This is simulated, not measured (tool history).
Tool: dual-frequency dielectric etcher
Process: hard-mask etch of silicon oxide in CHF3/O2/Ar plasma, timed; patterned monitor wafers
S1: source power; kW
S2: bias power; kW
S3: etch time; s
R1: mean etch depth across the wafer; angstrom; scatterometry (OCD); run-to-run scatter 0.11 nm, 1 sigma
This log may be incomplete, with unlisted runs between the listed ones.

| run | day | S1 | S2 | S3 | R1 |
|---|---|---|---|---|---|
| 1 | 0 | 0.7 | 0.165 | 19.5 | 422.92 |
| 2 | 0.142 | 0.7 | 0.192 | 19.5 | 438.66 |
| 3 | 0.412 | 0.7 | 0.215 | 19.5 | 445.71 |
| 4 | 0.475 | 0.7 | 0.187 | 19.5 | 433.43 |
| 5 | 0.779 | 0.64 | 0.183 | 19.5 | 419.94 |
| 6 | 1.088 | 0.76 | 0.183 | 19.5 | 445.98 |
| 7 | 1.404 | 0.69 | 0.178 | 19.5 | 427.33 |

Run 8, settings as shown, results not yet in. Your forecast:
| 8 | 1.562 | 0.64 | 0.174 | 19.5 | ? |

R1: 413.56 angstrom
